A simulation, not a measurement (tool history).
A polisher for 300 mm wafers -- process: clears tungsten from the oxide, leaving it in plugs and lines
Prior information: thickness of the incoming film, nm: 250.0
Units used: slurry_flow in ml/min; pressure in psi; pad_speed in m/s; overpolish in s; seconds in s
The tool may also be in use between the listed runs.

run 1 hour=0.0 | slurry_flow=295 pressure=3.0 pad_speed=1.04 slurry_solids=1.0 overpolish=4 | seconds=57.105
run 2 hour=7.7 | slurry_flow=295 pressure=3.2 pad_speed=1.04 slurry_solids=1.0 overpolish=4 | seconds=56.212
run 3 hour=9.2 | slurry_flow=295 pressure=3.4 pad_speed=1.06 slurry_solids=1.0 overpolish=4 | seconds=49.632
run 4 hour=13.7 | slurry_flow=295 pressure=3.4 pad_speed=0.92 slurry_solids=1.0 overpolish=4 | seconds=57.342
run 5 hour=17.6 | slurry_flow=295 pressure=3.4 pad_speed=0.92 slurry_solids=1.2 overpolish=4 | seconds=55.590
run 6 hour=26.0 | slurry_flow=295 pressure=3.6 pad_speed=0.92 slurry_solids=1.2 overpolish=4 | seconds=51.266
run 7 hour=28.4 | slurry_flow=295 pressure=3.7 pad_speed=0.92 slurry_solids=1.2 overpolish=4 | seconds=50.654
run 8 hour=30.8 | slurry_flow=295 pressure=3.7 pad_speed=0.92 slurry_solids=1.2 overpolish=4 | seconds=51.425
run 9 hour=32.5 | slurry_flow=295 pressure=3.8 pad_speed=0.94 slurry_solids=1.2 overpolish=4 | seconds=48.997

Run 10 comes next. What will it give?
run 10 hour=33.4 | slurry_flow=295 pressure=3.9 pad_speed=0.94 slurry_solids=1.2 overpolish=4 | seconds=?

{"run 10": {"seconds": 46.675}}
